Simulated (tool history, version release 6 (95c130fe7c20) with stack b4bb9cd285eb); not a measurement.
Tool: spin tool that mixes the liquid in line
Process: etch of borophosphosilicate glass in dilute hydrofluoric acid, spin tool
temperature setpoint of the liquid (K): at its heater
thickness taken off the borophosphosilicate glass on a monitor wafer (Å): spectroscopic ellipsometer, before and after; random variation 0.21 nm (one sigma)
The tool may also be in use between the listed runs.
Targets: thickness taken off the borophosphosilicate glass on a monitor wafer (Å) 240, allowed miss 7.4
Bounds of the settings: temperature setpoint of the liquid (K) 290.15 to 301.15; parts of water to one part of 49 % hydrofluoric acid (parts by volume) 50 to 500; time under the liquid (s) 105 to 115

| run | hour | temperature setpoint of the liquid (K) | parts of water to one part of 49 % hydrofluoric acid (parts by volume) | time under the liquid (s) | thickness taken off the borophosphosilicate glass on a monitor wafer (Å) |
|---|---|---|---|---|---|
| 1 | 0 | 293.15 | 275 | 105 | 78.397 |
| 2 | 7 | 293.15 | 240 | 105 | 93.949 |
| 3 | 15 | 293.15 | 300 | 105 | 70.895 |
| 4 | 19.3 | 293.15 | 380 | 105 | 52.623 |
| 5 | 21.9 | 293.15 | 380 | 115 | 57.619 |
| 6 | 22.5 | 293.15 | 335 | 115 | 67.826 |
| 7 | 25.4 | 297.15 | 225 | 115 | 129.78 |
| 8 | 32.7 | 297.65 | 210 | 115 | 144.01 |
| 9 | 35.2 | 297.65 | 210 | 115 | 144.21 |
| 10 | 39 | 298.15 | 195 | 115 | 160.46 |
| 11 | 44.1 | 298.65 | 185 | 115 | 173.82 |
| 12 | 48.9 | 299.15 | 180 | 115 | 182.53 |
| 13 | 56 | 299.15 | 180 | 115 | 183.72 |
| 14 | 58.6 | 301.15 | 130 | 115 | 289.36 |
| 15 | 66.4 | 301.15 | 130 | 115 | 287.6 |
| 16 | 69.8 | 300.65 | 130 | 115 | 280.58 |
| 17 | 76.3 | 300.15 | 130 | 115 | 276.85 |
| 18 | 78.8 | 299.65 | 130 | 115 | 274.16 |
| 19 | 86.7 | 299.15 | 130 | 115 | 268.9 |
| 20 | 89.9 | 299.15 | 130 | 115 | 264.18 |
| 21 | 96 | 298.65 | 130 | 115 | 265.9 |
| 22 | 97.3 | 298.15 | 130 | 115 | 258.8 |
| 23 | 102.1 | 297.65 | 130 | 115 | 254.41 |
| 24 | 109.7 | 297.15 | 130 | 115 | 252.97 |

4 next moves are on the table. One of them brings every result within its allowed miss. Which?
| A | 117.3 | 301.15 | 140 | 115 | ? |
| B | 117.3 | 296.65 | 140 | 115 | ? |
| C | 117.3 | 296.15 | 130 | 110 | ? |
| D | 117.3 | 297.65 | 135 | 115 | ? |

| move | thickness taken off the borophosphosilicate glass on a monitor wafer (Å) |
|---|---|
| A | 266.69 |
| B | 224.94 |
| C | 229.87 |
| D | 243.86 |
A: further off than the last run
B: takes the result that was furthest off past its target
C: takes the result that was furthest off past its target
D: meets every target
Move D is the one to make.
